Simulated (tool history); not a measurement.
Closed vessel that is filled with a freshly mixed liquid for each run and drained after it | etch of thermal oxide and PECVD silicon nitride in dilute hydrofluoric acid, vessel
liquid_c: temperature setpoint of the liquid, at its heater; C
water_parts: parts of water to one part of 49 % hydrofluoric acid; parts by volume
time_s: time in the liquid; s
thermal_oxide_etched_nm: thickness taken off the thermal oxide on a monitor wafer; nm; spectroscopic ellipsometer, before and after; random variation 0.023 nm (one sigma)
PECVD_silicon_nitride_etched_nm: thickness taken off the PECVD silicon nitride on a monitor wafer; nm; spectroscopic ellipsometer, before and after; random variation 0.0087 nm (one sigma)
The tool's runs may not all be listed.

run  hour  liquid_c  water_parts  time_s  thermal_oxide_etched_nm  PECVD_silicon_nitride_etched_nm
  1     0        24           95     155                   8.5005                           3.2248
  2   3.4        24           70     155                   11.826                           4.3051
  3   4.7        24           70     130                   9.9544                           3.6439
  4  12.3      23.5           80     130                   8.5544                           3.1566
  5  13.2        23           85     130                   7.8791                           2.8574
  6  19.2        23           85     100                   6.0248                           2.2326
  7  27.8      22.5           90     100                   5.4186                            1.963
  8  31.7        22           95     100                   5.0416                           1.8397
  9  40.6      21.5          100     100                   4.7045                           1.7212

Forecast run 10:
 10  43.3        21          105     100                        ?                                ?

Run 10 gave thermal_oxide_etched_nm 4.3412 nm, PECVD_silicon_nitride_etched_nm 1.5497 nm.
